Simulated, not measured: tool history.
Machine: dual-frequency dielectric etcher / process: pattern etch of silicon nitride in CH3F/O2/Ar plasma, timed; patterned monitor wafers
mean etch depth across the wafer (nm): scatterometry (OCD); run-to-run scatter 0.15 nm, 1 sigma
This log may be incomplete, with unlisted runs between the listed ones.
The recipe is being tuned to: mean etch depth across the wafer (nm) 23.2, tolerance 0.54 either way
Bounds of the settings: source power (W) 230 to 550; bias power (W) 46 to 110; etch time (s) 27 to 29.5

run    day  source power (W)  bias power (W)  etch time (s)  mean etch depth across the wafer (nm)
  1      0               390              78           29.5                                 20.779
  2  0.188               390              71           29.5                                 20.064
  3  0.342               390              71             27                                  18.41
  4  0.658               340              71             27                                 17.593
  5  0.829               310              71             27                                 17.058
  6  0.925               360              75             27                                 18.613
  7  1.008               400              77             27                                 19.041
  8    1.3               430              83             27                                 20.395
  9  1.533               450              85             27                                 20.768
 10  1.642               470              88             27                                 21.233
 11   1.95               480              90             27                                 21.893
 12  2.146               490              91             27                                 22.266

Which one of the following 4 next-run settings gets every result inside its allowed miss? There is exactly one.
  A  2.342               470              98             27                                      ?
  B  2.342               500              94             28                                      ?
  C  2.342               440              90             28                                      ?
  D  2.342               460              89             28                                      ?

move  mean etch depth across the wafer (nm)
   A                                 22.224
   B                                 23.188
   C                                 21.763
   D                                 22.021
A: roughly where the last run was
B: every result within its allowed miss
C: further off than the last run
D: further off than the last run
B meets every target.

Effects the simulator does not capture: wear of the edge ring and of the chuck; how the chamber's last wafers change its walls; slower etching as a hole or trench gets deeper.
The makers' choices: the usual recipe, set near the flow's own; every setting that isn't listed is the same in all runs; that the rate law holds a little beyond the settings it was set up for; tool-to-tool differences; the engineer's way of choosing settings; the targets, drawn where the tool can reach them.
